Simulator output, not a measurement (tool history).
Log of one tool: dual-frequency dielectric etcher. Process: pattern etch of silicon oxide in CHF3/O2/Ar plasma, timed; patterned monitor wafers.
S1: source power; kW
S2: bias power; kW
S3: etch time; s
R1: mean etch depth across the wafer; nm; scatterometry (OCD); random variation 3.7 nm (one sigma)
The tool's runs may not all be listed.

| run | hour | S1 | S2 | S3 | R1 |
|---|---|---|---|---|---|
| 1 | 0.0 | 0.680 | 0.124 | 380.0 | 725.13 |
| 2 | 7.3 | 0.680 | 0.116 | 380.0 | 710.92 |
| 3 | 8.6 | 0.680 | 0.116 | 347.5 | 650.73 |
| 4 | 12.2 | 0.680 | 0.135 | 347.5 | 686.92 |
| 5 | 20.0 | 0.740 | 0.138 | 348.0 | 710.92 |
| 6 | 26.6 | 0.780 | 0.143 | 349.5 | 731.39 |

Forecast run 7:
|  | 30.8 | wet clean of the chamber |
| 7 | 30.8 | 0.920 | 0.159 | 354.5 | ? |

Run 7 gave R1 832.47 nm.

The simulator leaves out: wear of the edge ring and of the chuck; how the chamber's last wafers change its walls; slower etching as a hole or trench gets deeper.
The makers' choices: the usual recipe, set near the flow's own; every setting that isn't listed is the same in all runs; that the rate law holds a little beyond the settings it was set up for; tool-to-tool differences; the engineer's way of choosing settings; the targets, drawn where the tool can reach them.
